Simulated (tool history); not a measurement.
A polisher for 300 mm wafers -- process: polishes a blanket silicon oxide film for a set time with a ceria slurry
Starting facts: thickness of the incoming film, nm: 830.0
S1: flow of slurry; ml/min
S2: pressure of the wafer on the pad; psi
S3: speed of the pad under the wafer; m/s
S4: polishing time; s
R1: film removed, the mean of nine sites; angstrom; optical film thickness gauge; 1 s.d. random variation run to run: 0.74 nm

run  hour   S1   S2    S3  S4      R1
  1     0  245  3.6  1.18  32  1741.8
  2   2.9  240  3.3  1.18  32  1577.6
  3   7.1  230  3.1  1.18  32    1497
  4  11.7  225  2.9  1.18  32  1374.8
  5  16.8  215  2.8  1.18  32  1331.5
  6  23.6  205  2.7  1.18  32  1265.8
  7  30.9  195  2.7  1.18  32  1253.3
     34.1  -- slurry nozzle cleaned
  8  34.1  170  2.5  1.18  32    1232
  9    41  205  2.4  1.18  32  1225.6

Run 10 comes next. What will it give?
 10  47.6  175  2.3  1.18  32   ?

R1: 1142.4 angstrom

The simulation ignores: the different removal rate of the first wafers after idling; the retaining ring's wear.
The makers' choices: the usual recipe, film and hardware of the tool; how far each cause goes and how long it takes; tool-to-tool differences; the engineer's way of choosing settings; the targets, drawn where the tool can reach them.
